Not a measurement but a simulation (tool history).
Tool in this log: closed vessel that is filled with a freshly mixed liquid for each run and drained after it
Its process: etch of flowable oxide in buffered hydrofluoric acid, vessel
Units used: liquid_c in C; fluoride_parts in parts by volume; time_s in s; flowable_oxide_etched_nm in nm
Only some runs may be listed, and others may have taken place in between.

run	hour	liquid_c	fluoride_parts	time_s	flowable_oxide_etched_nm
1	0	21	18.5	90	167.55
2	0.9	21	18.5	100	186.06
3	5.5	20	19	100	168.63
4	11.1	20	17	100	193.21
5	18.9	20	17	100	189.23
6	25	19	17.5	100	171.59
7	30.2	18.5	17.5	100	171.47

Forecast run 8:
8	34.5	18	18	100	?

flowable_oxide_etched_nm: 160.52 nm

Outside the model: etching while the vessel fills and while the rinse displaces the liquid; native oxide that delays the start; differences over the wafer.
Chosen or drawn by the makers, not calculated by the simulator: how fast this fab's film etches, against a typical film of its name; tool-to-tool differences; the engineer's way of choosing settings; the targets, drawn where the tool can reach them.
